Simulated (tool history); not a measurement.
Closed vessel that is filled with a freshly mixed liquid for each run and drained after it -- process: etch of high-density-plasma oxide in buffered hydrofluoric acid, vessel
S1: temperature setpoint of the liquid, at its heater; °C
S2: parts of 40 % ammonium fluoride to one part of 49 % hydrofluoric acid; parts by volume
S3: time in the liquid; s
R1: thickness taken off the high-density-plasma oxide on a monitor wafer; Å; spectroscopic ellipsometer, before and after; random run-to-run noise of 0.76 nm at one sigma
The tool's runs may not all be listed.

| run | hour | S1 | S2 | S3 | R1 |
|---|---|---|---|---|---|
| 1 | 0 | 20 | 12.5 | 100 | 1368.7 |
| 2 | 5.7 | 19 | 14 | 100 | 1170.5 |
| 3 | 6.3 | 19 | 16 | 100 | 1022.9 |
| 4 | 15 | 19 | 16 | 100 | 1032.1 |
| 5 | 22 | 19 | 16 | 100 | 1021.8 |
| 6 | 28.9 | 22 | 16 | 100 | 1224.5 |
| 7 | 29.6 | 20.5 | 16.5 | 100 | 1062.7 |

Run 8 has not been measured yet. What should we expect?
| 8 | 36 | 19.5 | 17 | 100 | ? |

Logged for run 8: R1 1003.3 Å.
